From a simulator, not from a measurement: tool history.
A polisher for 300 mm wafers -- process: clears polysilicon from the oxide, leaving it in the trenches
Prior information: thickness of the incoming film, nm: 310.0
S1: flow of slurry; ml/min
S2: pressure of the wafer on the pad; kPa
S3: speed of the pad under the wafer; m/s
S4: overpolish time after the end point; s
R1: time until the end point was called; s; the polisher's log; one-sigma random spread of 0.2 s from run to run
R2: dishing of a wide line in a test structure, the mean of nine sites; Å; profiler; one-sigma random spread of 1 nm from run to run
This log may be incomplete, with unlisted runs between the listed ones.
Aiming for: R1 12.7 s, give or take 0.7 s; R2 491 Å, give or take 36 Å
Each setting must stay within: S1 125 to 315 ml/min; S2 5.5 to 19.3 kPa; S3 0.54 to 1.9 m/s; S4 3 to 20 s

Run 1, hour 0: S1 205 ml/min, S2 12.4 kPa, S3 1.22 m/s, S4 10 s. Result: R1 21.993 s, R2 463.85 Å.
Run 2, hour 8: S1 205 ml/min, S2 12.4 kPa, S3 1.22 m/s, S4 6 s. Result: R1 21.896 s, R2 381.74 Å.
Run 3, hour 15.9: S1 165 ml/min, S2 12.4 kPa, S3 1.22 m/s, S4 6 s. Result: R1 22.342 s, R2 378.26 Å.
Run 4, hour 20: S1 165 ml/min, S2 13.8 kPa, S3 1.24 m/s, S4 7 s. Result: R1 19.952 s, R2 407.2 Å.
Run 5, hour 24.1: S1 190 ml/min, S2 13.8 kPa, S3 1.24 m/s, S4 7 s. Result: R1 18.996 s, R2 407.19 Å.
Run 6, hour 25.4: S1 215 ml/min, S2 13.8 kPa, S3 1.24 m/s, S4 7 s. Result: R1 19.142 s, R2 402.31 Å.
Run 7, hour 32.4: S1 215 ml/min, S2 14.5 kPa, S3 1.26 m/s, S4 8 s. Result: R1 18.415 s, R2 450.5 Å.
Run 8, hour 34.7: S1 215 ml/min, S2 15.2 kPa, S3 1.28 m/s, S4 8 s. Result: R1 16.559 s, R2 461.02 Å.
Run 9, hour 42.6: S1 215 ml/min, S2 15.9 kPa, S3 1.28 m/s, S4 8 s. Result: R1 16.446 s, R2 459.53 Å.
Run 10, hour 45.1: S1 215 ml/min, S2 16.5 kPa, S3 1.3 m/s, S4 8 s. Result: R1 15.143 s, R2 458.54 Å.
Run 11, hour 49: S1 215 ml/min, S2 17.2 kPa, S3 1.3 m/s, S4 8 s. Result: R1 14.774 s, R2 457.32 Å.
Run 12, hour 56.8: S1 215 ml/min, S2 17.9 kPa, S3 1.3 m/s, S4 8 s. Result: R1 14.398 s, R2 464.54 Å.

Pick the move, out of 5, that brings all results within their allowed miss; only one does.
Run A, hour 64.6: S1 250 ml/min, S2 19.3 kPa, S3 1.58 m/s, S4 8 s. Result: R1 ?, R2 ?.
Run B, hour 64.6: S1 250 ml/min, S2 18.6 kPa, S3 1.54 m/s, S4 5 s. Result: R1 ?, R2 ?.
Run C, hour 64.6: S1 170 ml/min, S2 19.3 kPa, S3 1.64 m/s, S4 10 s. Result: R1 ?, R2 ?.
Run D, hour 64.6: S1 240 ml/min, S2 17.9 kPa, S3 1.66 m/s, S4 7 s. Result: R1 ?, R2 ?.
Run E, hour 64.6: S1 250 ml/min, S2 19.3 kPa, S3 1.32 m/s, S4 8 s. Result: R1 ?, R2 ?.

move      R1      R2
   A  10.655   485.4
   B  11.312  441.19
   C  10.733  492.69
   D  10.978  476.17
   E  12.617  475.78
A: carries the result that was furthest off beyond its target, to the other side
B: carries the result that was furthest off beyond its target, to the other side
C: carries the result that was furthest off beyond its target, to the other side
D: carries the result that was furthest off beyond its target, to the other side
E: all results in spec
Correct choice: E, which meets every target
